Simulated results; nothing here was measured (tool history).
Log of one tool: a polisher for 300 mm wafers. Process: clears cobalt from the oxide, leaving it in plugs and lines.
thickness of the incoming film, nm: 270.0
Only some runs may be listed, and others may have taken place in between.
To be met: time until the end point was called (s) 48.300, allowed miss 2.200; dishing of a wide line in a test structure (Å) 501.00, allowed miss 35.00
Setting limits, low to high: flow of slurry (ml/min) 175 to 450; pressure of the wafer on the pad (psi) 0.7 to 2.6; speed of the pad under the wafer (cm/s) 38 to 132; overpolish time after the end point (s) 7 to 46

run	hour	flow of slurry (ml/min)	pressure of the wafer on the pad (psi)	speed of the pad under the wafer (cm/s)	overpolish time after the end point (s)	time until the end point was called (s)	dishing of a wide line in a test structure (Å)
1	0.0	290	1.6	84	24	82.552	412.55
2	1.4	290	1.6	84	17	83.654	338.66
3	4.7	290	1.8	84	18	73.325	368.59
4	10.9	290	1.9	84	19	68.690	393.00
5	15.6	290	1.9	102	19	57.917	427.21
6	23.0	290	2.0	102	20	54.916	459.37
7	25.0	290	2.1	102	20	52.367	446.56
8	32.9	290	2.1	102	21	51.503	454.22
9	41.9	290	2.1	102	22	52.505	453.63
10	50.9	290	2.1	102	23	52.693	489.03

Consider the 5 candidate settings below. Which is the only one whose results all fall within their allowed miss of target?
A	59.9	315	2.2	82	24	?	?
B	59.9	430	2.2	102	23	?	?
C	59.9	300	2.0	104	26	?	?
D	59.9	285	2.6	100	13	?	?
E	59.9	290	1.9	110	26	?	?

move	time until the end point was called (s)	dishing of a wide line in a test structure (Å)
A	62.115	473.04
B	49.059	500.95
C	54.350	504.03
D	43.900	423.72
E	54.270	504.20
A: its largest miss is bigger than the last run's
B: meets every target
C: its largest miss is bigger than the last run's
D: takes the result that was furthest off past its target
E: its largest miss is bigger than the last run's
B meets every target.

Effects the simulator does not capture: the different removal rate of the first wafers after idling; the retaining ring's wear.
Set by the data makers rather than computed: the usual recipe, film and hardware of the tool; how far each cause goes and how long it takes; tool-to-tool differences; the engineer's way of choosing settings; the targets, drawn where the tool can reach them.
